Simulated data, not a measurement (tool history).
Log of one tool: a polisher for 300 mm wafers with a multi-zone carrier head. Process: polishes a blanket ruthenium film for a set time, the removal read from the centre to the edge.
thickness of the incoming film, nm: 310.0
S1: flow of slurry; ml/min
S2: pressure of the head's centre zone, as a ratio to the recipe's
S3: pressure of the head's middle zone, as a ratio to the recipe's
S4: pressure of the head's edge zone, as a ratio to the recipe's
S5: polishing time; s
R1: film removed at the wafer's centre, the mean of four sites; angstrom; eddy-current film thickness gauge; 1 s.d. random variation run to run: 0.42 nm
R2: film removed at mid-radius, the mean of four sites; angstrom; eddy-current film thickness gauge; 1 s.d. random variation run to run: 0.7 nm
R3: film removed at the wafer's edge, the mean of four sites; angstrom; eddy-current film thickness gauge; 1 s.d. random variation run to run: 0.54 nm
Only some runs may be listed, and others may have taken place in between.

Run 1, hour 0.0: S1 220 ml/min, S2 1.00, S3 1.00, S4 1.00, S5 61 s. Result: R1 955.85 angstrom, R2 968.80 angstrom, R3 909.64 angstrom.
Run 2, hour 1.6: S1 245 ml/min, S2 1.00, S3 1.00, S4 1.00, S5 61 s. Result: R1 982.50 angstrom, R2 1011.40 angstrom, R3 918.57 angstrom.
Run 3, hour 8.6: S1 245 ml/min, S2 1.03, S3 1.00, S4 1.00, S5 61 s. Result: R1 999.18 angstrom, R2 1003.50 angstrom, R3 918.10 angstrom.
Run 4, hour 9.9: S1 235 ml/min, S2 1.01, S3 0.99, S4 0.98, S5 59 s. Result: R1 942.66 angstrom, R2 936.99 angstrom, R3 884.04 angstrom.
Run 5, hour 17.0: S1 235 ml/min, S2 1.01, S3 0.99, S4 0.98, S5 47 s. Result: R1 751.01 angstrom, R2 742.42 angstrom, R3 702.83 angstrom.
Run 6, hour 24.6: S1 290 ml/min, S2 1.01, S3 0.99, S4 0.98, S5 47 s. Result: R1 768.01 angstrom, R2 771.13 angstrom, R3 712.57 angstrom.
Run 7, hour 26.5: S1 285 ml/min, S2 0.99, S3 0.98, S4 0.96, S5 46 s. Result: R1 734.12 angstrom, R2 734.43 angstrom, R3 693.55 angstrom.
Run 8, hour 33.9: S1 280 ml/min, S2 0.98, S3 0.98, S4 0.94, S5 46 s. Result: R1 727.86 angstrom, R2 757.05 angstrom, R3 676.22 angstrom.
Run 9, hour 42.0: S1 275 ml/min, S2 0.97, S3 0.96, S4 0.93, S5 46 s. Result: R1 717.90 angstrom, R2 712.98 angstrom, R3 675.18 angstrom.
Run 10, hour 45.4: S1 270 ml/min, S2 0.95, S3 0.95, S4 0.92, S5 46 s. Result: R1 708.67 angstrom, R2 717.59 angstrom, R3 683.59 angstrom.

Expected results for the next run?
At hour 52.7: edge zone pressure recalibrated.
Run 11, hour 52.7: S1 270 ml/min, S2 0.94, S3 0.94, S4 0.91, S5 45 s. Result: R1 ?, R2 ?, R3 ?.

{"run 11": {"R1": 685.98, "R2": 704.23, "R3": 681.33}}
